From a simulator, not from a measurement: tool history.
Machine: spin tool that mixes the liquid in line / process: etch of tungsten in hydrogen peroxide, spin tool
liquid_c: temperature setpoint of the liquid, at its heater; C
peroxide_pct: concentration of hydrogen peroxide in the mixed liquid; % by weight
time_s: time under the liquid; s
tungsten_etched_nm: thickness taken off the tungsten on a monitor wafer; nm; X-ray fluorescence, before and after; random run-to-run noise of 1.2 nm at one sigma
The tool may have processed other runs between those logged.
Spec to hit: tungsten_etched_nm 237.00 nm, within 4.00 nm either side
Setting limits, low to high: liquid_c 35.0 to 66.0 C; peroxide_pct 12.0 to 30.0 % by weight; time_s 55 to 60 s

run	hour	liquid_c	peroxide_pct	time_s	tungsten_etched_nm
1	0.0	51.0	22.0	55	180.93
2	5.3	46.0	22.0	55	133.31
3	8.2	46.0	18.5	55	121.82
4	14.0	46.0	18.5	60	132.49
5	19.8	47.5	18.5	60	145.77
6	25.9	47.5	18.5	55	133.69
7	27.2	49.0	18.5	55	146.63
8	29.0	50.0	18.5	55	156.03
9	35.5	51.0	18.5	55	166.27
10	36.2	52.0	18.5	55	176.29
11	41.5	52.5	18.5	55	181.96
12	43.9	53.0	18.5	55	185.56
13	52.3	58.0	18.5	55	250.00

Of the 4 settings listed for the next run, only one would bring every result within its allowed miss of target. Which one?
A	60.7	56.0	17.5	60	?
B	60.7	60.0	16.5	55	?
C	60.7	58.5	19.5	55	?
D	60.7	58.5	19.0	55	?

move	tungsten_etched_nm
A	234.00
B	262.88
C	262.07
D	258.68
A: in spec on every target
B: the biggest miss grows against the last run
C: the biggest miss grows against the last run
D: the biggest miss grows against the last run
So the answer is move A, the one that meets all the targets.

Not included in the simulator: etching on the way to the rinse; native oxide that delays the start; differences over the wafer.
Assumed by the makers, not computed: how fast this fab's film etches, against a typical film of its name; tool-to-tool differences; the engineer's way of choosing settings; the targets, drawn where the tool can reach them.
